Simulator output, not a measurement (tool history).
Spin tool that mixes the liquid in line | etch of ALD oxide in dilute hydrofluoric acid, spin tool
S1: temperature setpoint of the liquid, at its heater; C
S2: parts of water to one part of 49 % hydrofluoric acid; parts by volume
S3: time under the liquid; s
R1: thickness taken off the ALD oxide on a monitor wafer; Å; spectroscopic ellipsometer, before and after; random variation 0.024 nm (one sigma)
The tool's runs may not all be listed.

run	hour	S1	S2	S3	R1
1	0	24	85	45	58.471
2	2.6	24	85	45	57.693
3	11.4	22.5	95	45	49.284
4	17.5	22.5	95	45	47.877
5	25	22.5	80	45	59.44
6	29.8	22.5	55	45	89.242
7	34.6	21.5	75	45	60.194
8	37	20.5	85	45	50.805
9	45.2	19.5	95	45	43.704
10	49.3	19	105	45	37.71

Run 11 comes next. What will it give?
11	56.4	18.5	110	45	?

Run 11 gave R1 35.276 Å.

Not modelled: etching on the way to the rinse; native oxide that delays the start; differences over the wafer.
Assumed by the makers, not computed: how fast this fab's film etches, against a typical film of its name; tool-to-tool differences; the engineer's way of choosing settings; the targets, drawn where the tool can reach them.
